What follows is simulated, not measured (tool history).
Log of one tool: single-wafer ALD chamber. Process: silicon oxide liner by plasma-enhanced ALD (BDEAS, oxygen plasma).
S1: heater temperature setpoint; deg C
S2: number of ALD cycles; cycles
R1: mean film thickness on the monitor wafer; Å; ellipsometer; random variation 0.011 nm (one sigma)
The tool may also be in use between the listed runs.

Run 1, hour 0: S1 315 deg C, S2 62 cycles. Result: R1 51.838 Å.
Run 2, hour 3.6: S1 315 deg C, S2 67 cycles. Result: R1 55.95 Å.
Run 3, hour 7.2: S1 315 deg C, S2 60 cycles. Result: R1 50.04 Å.
Run 4, hour 12.5: S1 315 deg C, S2 63 cycles. Result: R1 52.899 Å.
Run 5, hour 16.5: S1 316 deg C, S2 58 cycles. Result: R1 48.374 Å.
Run 6, hour 25.2: S1 316 deg C, S2 62 cycles. Result: R1 51.763 Å.
Run 7, hour 32.9: S1 316 deg C, S2 62 cycles. Result: R1 51.701 Å.
Run 8, hour 38.4: S1 316 deg C, S2 62 cycles. Result: R1 51.82 Å.
Run 9, hour 40.1: S1 316 deg C, S2 57 cycles. Result: R1 47.567 Å.
Run 10, hour 44.1: S1 316 deg C, S2 54 cycles. Result: R1 44.95 Å.

Run 11 comes next. What will it give?
Run 11, hour 47.7: S1 317 deg C, S2 48 cycles. Result: R1 ?.

Run 11 gave R1 39.963 Å.
